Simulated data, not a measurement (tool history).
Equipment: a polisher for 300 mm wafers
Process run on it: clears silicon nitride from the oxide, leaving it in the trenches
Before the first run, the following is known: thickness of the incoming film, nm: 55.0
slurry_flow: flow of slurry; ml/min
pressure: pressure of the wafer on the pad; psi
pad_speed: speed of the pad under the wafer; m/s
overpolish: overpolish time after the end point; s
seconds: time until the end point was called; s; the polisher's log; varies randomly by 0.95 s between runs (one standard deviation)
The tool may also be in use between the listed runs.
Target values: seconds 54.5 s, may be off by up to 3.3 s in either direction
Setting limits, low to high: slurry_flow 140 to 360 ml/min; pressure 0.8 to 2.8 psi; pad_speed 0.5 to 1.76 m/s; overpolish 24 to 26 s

| run | day | slurry_flow | pressure | pad_speed | overpolish | seconds |
|---|---|---|---|---|---|---|
| 1 | 0 | 230 | 1.8 | 1.12 | 24 | 79.823 |
| 2 | 0.183 | 230 | 1.8 | 1.12 | 24 | 82.491 |
| 3 | 0.558 | 230 | 1.9 | 1.14 | 24 | 76.965 |
| 4 | 0.862 | 230 | 1.6 | 1.14 | 24 | 86.966 |
| 5 | 1.104 | 230 | 1.8 | 1.16 | 24 | 79.217 |
| 6 | 1.212 | 230 | 2 | 1.18 | 24 | 72.338 |
| 7 | 1.321 | 230 | 2.1 | 1.2 | 24 | 65.406 |
| 8 | 1.383 | 230 | 2.2 | 1.2 | 24 | 64.092 |
| 9 | 1.729 | 230 | 2.3 | 1.2 | 24 | 62.377 |

Consider the 4 candidate settings below. Which is the only one whose results all fall within their allowed miss of target?
| A | 2.075 | 275 | 2 | 1.06 | 26 | ? |
| B | 2.075 | 155 | 2.3 | 1.26 | 24 | ? |
| C | 2.075 | 195 | 2.8 | 1.16 | 26 | ? |
| D | 2.075 | 215 | 2.5 | 0.98 | 26 | ? |

| move | seconds |
|---|---|
| A | 76.283 |
| B | 61.951 |
| C | 53.945 |
| D | 69.419 |
A: moves away from the targets compared with the last run
B: an improvement on the last run, though not all results are within tolerance
C: every result lands within tolerance
D: moves away from the targets compared with the last run
Correct choice: C, which meets every target
